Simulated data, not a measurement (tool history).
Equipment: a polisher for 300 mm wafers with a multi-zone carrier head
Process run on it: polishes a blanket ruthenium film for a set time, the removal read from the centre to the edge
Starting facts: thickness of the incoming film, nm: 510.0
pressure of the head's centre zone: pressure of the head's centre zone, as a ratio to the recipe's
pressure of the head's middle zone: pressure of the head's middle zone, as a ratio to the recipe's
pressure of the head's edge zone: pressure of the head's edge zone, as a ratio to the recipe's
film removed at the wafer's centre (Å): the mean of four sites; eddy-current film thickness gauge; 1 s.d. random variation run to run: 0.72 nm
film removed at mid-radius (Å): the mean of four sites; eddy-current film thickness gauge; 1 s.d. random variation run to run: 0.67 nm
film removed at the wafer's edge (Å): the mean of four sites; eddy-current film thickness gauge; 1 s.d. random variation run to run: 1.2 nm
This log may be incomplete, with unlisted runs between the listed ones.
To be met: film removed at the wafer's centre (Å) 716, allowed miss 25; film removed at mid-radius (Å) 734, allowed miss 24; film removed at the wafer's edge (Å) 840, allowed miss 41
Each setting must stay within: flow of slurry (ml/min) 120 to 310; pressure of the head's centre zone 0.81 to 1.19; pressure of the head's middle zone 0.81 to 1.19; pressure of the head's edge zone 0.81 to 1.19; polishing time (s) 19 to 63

| run | hour | flow of slurry (ml/min) | pressure of the head's centre zone | pressure of the head's middle zone | pressure of the head's edge zone | polishing time (s) | film removed at the wafer's centre (Å) | film removed at mid-radius (Å) | film removed at the wafer's edge (Å) |
|---|---|---|---|---|---|---|---|---|---|
| 1 | 0 | 200 | 1 | 1 | 1 | 41 | 561.63 | 552.38 | 565.4 |
| 2 | 4.8 | 200 | 1 | 1 | 1 | 49 | 666.73 | 666.03 | 668.37 |
| 3 | 13.2 | 170 | 1 | 1 | 1 | 49 | 649.81 | 648.3 | 654.74 |
| 4 | 20.7 | 170 | 1 | 1 | 0.93 | 49 | 652.08 | 649.32 | 635.67 |
|  | 21.7 | worn pad replaced by a new one |
| 5 | 21.7 | 170 | 1 | 1.06 | 0.93 | 49 | 686.01 | 700.89 | 665.75 |
| 6 | 29.8 | 210 | 1 | 1.06 | 0.93 | 49 | 702.43 | 727.96 | 668.82 |
| 7 | 33.4 | 185 | 1 | 1.05 | 1.01 | 51 | 714.74 | 734.1 | 731.96 |
| 8 | 36.2 | 180 | 1 | 1.05 | 1.06 | 51 | 712.37 | 737.56 | 734 |
| 9 | 36.8 | 170 | 0.99 | 1.02 | 1.1 | 53 | 719.42 | 737.57 | 772.63 |
| 10 | 38.1 | 165 | 0.98 | 1.01 | 1.13 | 54 | 735.91 | 732.29 | 786.2 |

Which of these 4 next moves meets every target?
| A | 39.4 | 150 | 1.01 | 1 | 1.07 | 52 | ? | ? | ? |
| B | 39.4 | 150 | 0.93 | 0.93 | 1.14 | 57 | ? | ? | ? |
| C | 39.4 | 185 | 1.03 | 1.15 | 1.07 | 50 | ? | ? | ? |
| D | 39.4 | 160 | 1.05 | 1.04 | 1.06 | 51 | ? | ? | ? |

| move | film removed at the wafer's centre (Å) | film removed at mid-radius (Å) | film removed at the wafer's edge (Å) |
|---|---|---|---|
| A | 706.49 | 693.35 | 732.85 |
| B | 712.33 | 723.8 | 829.87 |
| C | 724.08 | 763.83 | 723.35 |
| D | 731.16 | 707.45 | 721.7 |
A: lands further from the targets than the last run did
B: each result inside its tolerance
C: lands further from the targets than the last run did
D: lands further from the targets than the last run did
The right move is B.
